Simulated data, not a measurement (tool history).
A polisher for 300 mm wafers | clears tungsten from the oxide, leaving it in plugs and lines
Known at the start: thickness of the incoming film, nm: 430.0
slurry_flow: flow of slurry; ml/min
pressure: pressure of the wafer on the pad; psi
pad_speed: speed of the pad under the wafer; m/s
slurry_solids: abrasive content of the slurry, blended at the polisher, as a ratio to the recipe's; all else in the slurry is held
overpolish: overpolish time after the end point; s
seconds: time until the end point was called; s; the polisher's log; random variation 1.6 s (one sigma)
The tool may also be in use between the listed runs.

run,hour,slurry_flow,pressure,pad_speed,slurry_solids,overpolish,seconds
1,0.0,235,4.2,1.30,1.00,10,47.886
2,2.4,235,4.2,1.14,1.00,10,53.814
3,9.5,235,4.2,0.96,1.00,10,63.835
4,14.5,235,4.2,0.96,1.00,8,62.168
5,23.4,235,4.2,0.96,0.85,8,65.977
6,24.0,235,4.2,0.96,0.85,8,66.281
7,24.6,235,3.7,0.94,0.85,8,75.010

Run 8 comes next. What will it give?
8,30.8,235,3.3,0.92,0.85,8,?

{"run 8": {"seconds": 82.02}}
